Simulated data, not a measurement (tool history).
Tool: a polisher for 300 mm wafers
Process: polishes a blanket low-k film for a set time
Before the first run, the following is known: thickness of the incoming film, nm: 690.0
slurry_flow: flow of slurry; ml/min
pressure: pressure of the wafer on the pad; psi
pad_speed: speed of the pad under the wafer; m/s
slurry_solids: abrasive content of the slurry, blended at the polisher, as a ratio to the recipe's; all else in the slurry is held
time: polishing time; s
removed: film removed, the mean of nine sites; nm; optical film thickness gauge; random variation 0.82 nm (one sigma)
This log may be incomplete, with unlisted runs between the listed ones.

Run 1, day 0: slurry_flow 150 ml/min, pressure 1.8 psi, pad_speed 1 m/s, slurry_solids 1, time 100 s. Result: removed 36.004 nm.
Run 2, day 0.104: slurry_flow 150 ml/min, pressure 1.8 psi, pad_speed 1 m/s, slurry_solids 1.15, time 100 s. Result: removed 37.528 nm.
Run 3, day 0.154: slurry_flow 150 ml/min, pressure 1.8 psi, pad_speed 0.82 m/s, slurry_solids 1.15, time 100 s. Result: removed 32.276 nm.
Run 4, day 0.233: slurry_flow 150 ml/min, pressure 2.1 psi, pad_speed 0.86 m/s, slurry_solids 1.15, time 100 s. Result: removed 37.681 nm.
Run 5, day 0.521: slurry_flow 150 ml/min, pressure 2.3 psi, pad_speed 0.92 m/s, slurry_solids 1.15, time 100 s. Result: removed 42.087 nm.
Run 6, day 0.796: slurry_flow 150 ml/min, pressure 2.4 psi, pad_speed 1 m/s, slurry_solids 1.15, time 100 s. Result: removed 45.566 nm.
Run 7, day 1.025: slurry_flow 150 ml/min, pressure 2.5 psi, pad_speed 1.06 m/s, slurry_solids 1.15, time 100 s. Result: removed 48.545 nm.
Run 8, day 1.392: slurry_flow 150 ml/min, pressure 2.6 psi, pad_speed 1.12 m/s, slurry_solids 1.15, time 100 s. Result: removed 52.622 nm.

Run 9, settings as shown, results not yet in. Your forecast:
Run 9, day 1.596: slurry_flow 150 ml/min, pressure 2.7 psi, pad_speed 1.16 m/s, slurry_solids 1.15, time 100 s. Result: removed ?.

{"run 9": {"removed": 56.133}}

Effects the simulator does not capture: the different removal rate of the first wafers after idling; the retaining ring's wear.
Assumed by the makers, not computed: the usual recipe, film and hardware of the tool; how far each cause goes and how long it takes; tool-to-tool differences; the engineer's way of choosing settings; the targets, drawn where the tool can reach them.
